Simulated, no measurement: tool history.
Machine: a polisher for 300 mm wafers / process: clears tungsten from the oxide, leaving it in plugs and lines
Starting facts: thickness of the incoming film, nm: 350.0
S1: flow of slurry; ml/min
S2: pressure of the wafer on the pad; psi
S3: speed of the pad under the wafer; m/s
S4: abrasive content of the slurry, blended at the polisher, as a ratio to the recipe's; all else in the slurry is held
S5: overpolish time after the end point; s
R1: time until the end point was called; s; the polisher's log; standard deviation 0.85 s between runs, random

run,day,S1,S2,S3,S4,S5,R1
1,0,265,4.2,1.36,1,47,57.707
2,0.162,265,4.2,1.36,1.2,47,54.784
3,0.279,265,3.9,1.36,1.2,47,59.664
4,0.358,265,3.7,1.36,1.2,47,61.977
5,0.567,265,3.6,1.36,1.2,47,65.079
6,0.917,265,3.6,1.36,1.3,47,63.983

Run 7 has not been measured yet. What should we expect?
7,1.167,265,3.5,1.36,1.3,47,?

Run 7 yielded R1 66.443 s.

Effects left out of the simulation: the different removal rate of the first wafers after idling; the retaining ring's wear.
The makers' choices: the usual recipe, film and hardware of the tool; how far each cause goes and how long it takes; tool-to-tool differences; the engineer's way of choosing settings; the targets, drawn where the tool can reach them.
